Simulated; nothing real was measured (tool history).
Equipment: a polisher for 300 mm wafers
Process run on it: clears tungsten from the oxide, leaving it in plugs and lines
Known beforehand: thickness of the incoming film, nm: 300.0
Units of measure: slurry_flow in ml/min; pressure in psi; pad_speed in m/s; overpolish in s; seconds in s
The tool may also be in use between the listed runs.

Run 1, hour 0: slurry_flow 125 ml/min, pressure 3.7 psi, pad_speed 1.02 m/s, slurry_solids 1, overpolish 5 s. Result: seconds 57.418 s.
Run 2, hour 2.2: slurry_flow 150 ml/min, pressure 3.7 psi, pad_speed 1.02 m/s, slurry_solids 1, overpolish 5 s. Result: seconds 56.686 s.
Run 3, hour 10.3: slurry_flow 150 ml/min, pressure 3.7 psi, pad_speed 1.12 m/s, slurry_solids 1, overpolish 5 s. Result: seconds 52.561 s.
Run 4, hour 14.8: slurry_flow 150 ml/min, pressure 3.1 psi, pad_speed 1.06 m/s, slurry_solids 1, overpolish 5 s. Result: seconds 67.337 s.
Run 5, hour 20.1: slurry_flow 150 ml/min, pressure 2.7 psi, pad_speed 1.04 m/s, slurry_solids 1, overpolish 5 s. Result: seconds 75.451 s.
Run 6, hour 24.2: slurry_flow 150 ml/min, pressure 2.7 psi, pad_speed 1.04 m/s, slurry_solids 0.9, overpolish 5 s. Result: seconds 77.909 s.
Run 7, hour 29.2: slurry_flow 150 ml/min, pressure 2.4 psi, pad_speed 1.02 m/s, slurry_solids 0.9, overpolish 5 s. Result: seconds 93.683 s.
Run 8, hour 30.2: slurry_flow 150 ml/min, pressure 2.3 psi, pad_speed 1.02 m/s, slurry_solids 0.9, overpolish 5 s. Result: seconds 93.442 s.
Run 9, hour 35.3: slurry_flow 145 ml/min, pressure 1.8 psi, pad_speed 1 m/s, slurry_solids 0.9, overpolish 5 s. Result: seconds 123.59 s.

The next listed run, before its measurement:
Run 10, hour 42: slurry_flow 150 ml/min, pressure 1.9 psi, pad_speed 1 m/s, slurry_solids 0.9, overpolish 5 s. Result: seconds ?.

{"run 10": {"seconds": 116.48}}

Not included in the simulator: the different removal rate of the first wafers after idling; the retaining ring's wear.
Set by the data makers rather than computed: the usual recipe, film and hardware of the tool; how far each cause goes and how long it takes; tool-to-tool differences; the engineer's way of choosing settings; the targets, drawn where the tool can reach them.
